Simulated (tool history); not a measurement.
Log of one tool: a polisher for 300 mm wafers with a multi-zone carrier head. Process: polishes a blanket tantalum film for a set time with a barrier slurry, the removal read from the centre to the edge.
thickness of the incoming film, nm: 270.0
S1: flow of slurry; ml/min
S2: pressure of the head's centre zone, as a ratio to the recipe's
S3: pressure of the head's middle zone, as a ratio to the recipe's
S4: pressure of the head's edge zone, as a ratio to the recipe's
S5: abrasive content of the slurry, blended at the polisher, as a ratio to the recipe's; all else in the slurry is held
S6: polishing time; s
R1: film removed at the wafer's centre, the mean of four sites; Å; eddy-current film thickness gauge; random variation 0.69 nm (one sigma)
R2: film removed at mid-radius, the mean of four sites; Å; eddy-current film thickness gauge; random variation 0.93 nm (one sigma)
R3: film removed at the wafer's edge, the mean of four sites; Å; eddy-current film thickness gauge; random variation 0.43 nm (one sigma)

run,hour,S1,S2,S3,S4,S5,S6,R1,R2,R3
1,0.0,270,1.00,1.00,1.00,1.00,36,776.09,810.09,790.42
2,4.5,270,1.04,1.00,1.00,1.00,36,806.02,813.79,783.08
3,6.7,270,1.04,1.00,0.92,1.00,36,818.81,808.86,755.47
4,10.1,270,1.04,1.00,0.99,1.00,36,818.27,795.43,774.61
5,16.1,320,1.04,1.00,0.99,1.00,36,836.86,834.81,788.01
6,24.2,315,1.04,1.02,0.97,0.95,36,814.52,842.70,782.31
7,30.9,315,1.05,1.03,0.95,0.90,36,797.79,821.44,755.59
8,38.2,315,1.06,1.05,0.93,0.90,36,821.95,835.95,739.68
9,42.1,310,1.06,1.06,0.92,0.90,36,819.47,841.47,732.80

Forecast run 10:
10,50.7,305,1.06,1.07,0.91,0.90,36,?,?,?

R1: 801.80 Å
R2: 852.93 Å
R3: 738.79 Å
